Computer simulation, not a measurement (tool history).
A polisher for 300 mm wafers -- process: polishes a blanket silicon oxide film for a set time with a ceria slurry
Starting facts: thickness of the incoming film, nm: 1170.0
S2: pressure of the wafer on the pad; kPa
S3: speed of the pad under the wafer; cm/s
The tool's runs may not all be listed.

run 1 hour=0.0 | flow_of_slurry_(ml/min)=160 S2=23.4 S3=138 polishing_time_(s)=58 | film_removed_(angstrom)=3152.4
run 2 hour=3.2 | flow_of_slurry_(ml/min)=160 S2=22.1 S3=138 polishing_time_(s)=58 | film_removed_(angstrom)=3008.5
run 3 hour=8.8 | flow_of_slurry_(ml/min)=145 S2=22.1 S3=138 polishing_time_(s)=58 | film_removed_(angstrom)=2955.5
run 4 hour=17.0 | flow_of_slurry_(ml/min)=130 S2=22.1 S3=138 polishing_time_(s)=58 | film_removed_(angstrom)=2948.2
run 5 hour=22.3 | flow_of_slurry_(ml/min)=130 S2=22.1 S3=164 polishing_time_(s)=58 | film_removed_(angstrom)=3428.3
run 6 hour=27.4 | flow_of_slurry_(ml/min)=130 S2=22.1 S3=164 polishing_time_(s)=61 | film_removed_(angstrom)=3696.2
run 7 hour=36.0 | flow_of_slurry_(ml/min)=130 S2=19.3 S3=162 polishing_time_(s)=61 | film_removed_(angstrom)=3264.5
run 8 hour=39.0 | flow_of_slurry_(ml/min)=130 S2=17.2 S3=160 polishing_time_(s)=61 | film_removed_(angstrom)=2836.5
run 9 hour=45.3 | flow_of_slurry_(ml/min)=130 S2=16.5 S3=160 polishing_time_(s)=61 | film_removed_(angstrom)=2717.3

Run 10 is up next; what results do you expect?
run 10 hour=52.7 | flow_of_slurry_(ml/min)=130 S2=15.9 S3=160 polishing_time_(s)=61 | film_removed_(angstrom)=?

film removed (angstrom): 2690.3

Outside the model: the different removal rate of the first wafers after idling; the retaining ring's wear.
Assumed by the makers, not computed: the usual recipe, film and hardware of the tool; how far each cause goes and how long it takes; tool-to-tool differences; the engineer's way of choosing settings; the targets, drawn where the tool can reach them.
